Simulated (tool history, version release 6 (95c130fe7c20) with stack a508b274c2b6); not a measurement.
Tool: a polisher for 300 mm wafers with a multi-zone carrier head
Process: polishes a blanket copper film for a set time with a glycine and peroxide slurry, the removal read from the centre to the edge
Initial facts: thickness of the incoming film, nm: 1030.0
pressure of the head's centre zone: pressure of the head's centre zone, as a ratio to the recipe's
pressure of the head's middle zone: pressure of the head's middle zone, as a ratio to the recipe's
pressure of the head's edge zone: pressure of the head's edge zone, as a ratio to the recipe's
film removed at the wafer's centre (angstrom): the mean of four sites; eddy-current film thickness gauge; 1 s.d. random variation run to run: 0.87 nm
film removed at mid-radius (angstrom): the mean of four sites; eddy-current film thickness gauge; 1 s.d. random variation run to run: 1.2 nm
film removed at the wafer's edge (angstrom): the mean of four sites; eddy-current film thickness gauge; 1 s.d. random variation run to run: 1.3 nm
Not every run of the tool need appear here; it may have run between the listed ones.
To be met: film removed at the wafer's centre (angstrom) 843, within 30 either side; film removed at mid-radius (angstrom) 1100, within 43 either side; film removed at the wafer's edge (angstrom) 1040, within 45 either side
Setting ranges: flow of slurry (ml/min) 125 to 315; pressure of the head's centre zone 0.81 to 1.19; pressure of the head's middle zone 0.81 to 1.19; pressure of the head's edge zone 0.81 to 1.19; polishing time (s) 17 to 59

run	day	flow of slurry (ml/min)	pressure of the head's centre zone	pressure of the head's middle zone	pressure of the head's edge zone	polishing time (s)	film removed at the wafer's centre (angstrom)	film removed at mid-radius (angstrom)	film removed at the wafer's edge (angstrom)
1	0	205	1	1	1	38	1371.5	1378.7	1315.6
2	0.054	190	0.94	1.01	1.02	35	1161.7	1278.9	1210.9
3	0.425	190	0.94	0.95	1.02	35	1168.1	1210.1	1212.5
4	0.654	180	0.9	0.97	1.03	33	1042.9	1131.4	1150.2
5	0.9	180	0.83	0.97	1.03	33	972.24	1137	1143.4
6	1.208	180	0.81	0.97	1.03	33	943.75	1143.2	1135
7	1.292	140	0.81	1.06	1.07	29	771.09	1030.6	981.23
8	1.496	155	0.82	1.06	1.07	29	800.52	1060.1	1003.5
9	1.696	160	0.82	1.06	1.07	29	808.85	1053.6	1002.2

Below are 5 possible settings for the next run. Only one of them brings all results inside the allowed miss of their targets. Which is it?
A	1.896	130	0.9	1.1	1.19	28	?	?	?
B	1.896	130	0.83	1.08	1.14	28	?	?	?
C	1.896	200	0.81	1.06	1.08	29	?	?	?
D	1.896	195	0.83	1.06	1.09	26	?	?	?
E	1.896	165	0.82	1.11	1.17	27	?	?	?

move	film removed at the wafer's centre (angstrom)	film removed at mid-radius (angstrom)	film removed at the wafer's edge (angstrom)
A	810.76	1004.2	993.03
B	747.06	989.02	972.11
C	835.91	1103.5	1046.8
D	764.59	985.19	939.89
E	758.22	1032.2	987.81
A: lands further from the targets than the last run did
B: lands further from the targets than the last run did
C: all results in spec
D: lands further from the targets than the last run did
E: lands further from the targets than the last run did
Correct choice: C, which meets every target
